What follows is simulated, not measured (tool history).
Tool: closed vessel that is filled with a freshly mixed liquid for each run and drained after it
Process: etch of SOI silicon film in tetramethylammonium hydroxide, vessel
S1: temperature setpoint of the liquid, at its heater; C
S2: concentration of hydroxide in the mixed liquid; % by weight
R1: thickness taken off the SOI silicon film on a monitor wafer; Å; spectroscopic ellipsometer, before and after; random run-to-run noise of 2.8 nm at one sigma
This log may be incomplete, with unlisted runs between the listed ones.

{"run": 1, "hour": 0.0, "S1": 71.0, "S2": 13.0, "time in the liquid (s)": 105, "R1": 7069.5}
{"run": 2, "hour": 6.0, "S1": 66.0, "S2": 13.0, "time in the liquid (s)": 105, "R1": 5270.0}
{"run": 3, "hour": 9.1, "S1": 66.0, "S2": 13.0, "time in the liquid (s)": 115, "R1": 5770.7}
{"run": 4, "hour": 11.9, "S1": 64.0, "S2": 13.5, "time in the liquid (s)": 115, "R1": 4941.5}
{"run": 5, "hour": 19.0, "S1": 64.0, "S2": 13.5, "time in the liquid (s)": 115, "R1": 4939.2}
{"run": 6, "hour": 26.0, "S1": 62.5, "S2": 13.5, "time in the liquid (s)": 115, "R1": 4586.5}

Run 7 is up next; what results do you expect?
{"run": 7, "hour": 31.5, "S1": 61.5, "S2": 13.5, "time in the liquid (s)": 115, "R1": "?"}

R1: 4251.5 Å
